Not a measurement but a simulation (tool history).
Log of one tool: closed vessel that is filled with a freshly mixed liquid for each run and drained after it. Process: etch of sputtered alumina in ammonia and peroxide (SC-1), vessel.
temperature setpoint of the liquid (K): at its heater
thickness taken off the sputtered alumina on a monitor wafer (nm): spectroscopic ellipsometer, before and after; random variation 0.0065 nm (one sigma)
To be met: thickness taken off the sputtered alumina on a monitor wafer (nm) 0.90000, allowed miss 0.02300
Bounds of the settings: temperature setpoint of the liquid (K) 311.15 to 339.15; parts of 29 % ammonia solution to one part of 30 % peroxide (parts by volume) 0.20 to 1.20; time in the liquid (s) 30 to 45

run,hour,temperature setpoint of the liquid (K),parts of 29 % ammonia solution to one part of 30 % peroxide (parts by volume),time in the liquid (s),thickness taken off the sputtered alumina on a monitor wafer (nm)
1,0.0,323.15,0.90,45,1.60550
2,8.1,323.15,1.20,45,1.64300
3,10.1,330.15,1.20,45,2.41000
4,16.8,325.15,1.20,45,1.80350
5,21.9,321.15,1.20,45,1.46340
6,28.5,318.15,1.20,45,1.22900
7,33.1,316.15,1.20,45,1.11190
8,37.7,314.65,1.20,45,1.01130
9,39.7,314.65,1.20,45,1.01450
10,41.9,314.15,1.20,45,0.98685
11,47.8,313.65,1.20,45,0.95792
12,51.1,313.65,1.20,45,0.95246

4 next moves are on the table. One of them brings every result within its allowed miss. Which?
A,54.4,313.65,1.15,45,?
B,54.4,312.65,1.15,45,?
C,54.4,314.65,1.20,45,?
D,54.4,311.65,1.20,45,?

move,thickness taken off the sputtered alumina on a monitor wafer (nm)
A,0.95089
B,0.89642
C,1.01240
D,0.84819
A: as far off as the last run
B: meets every target
C: further off than the last run
D: takes the result that was furthest off past its target
Answer: B

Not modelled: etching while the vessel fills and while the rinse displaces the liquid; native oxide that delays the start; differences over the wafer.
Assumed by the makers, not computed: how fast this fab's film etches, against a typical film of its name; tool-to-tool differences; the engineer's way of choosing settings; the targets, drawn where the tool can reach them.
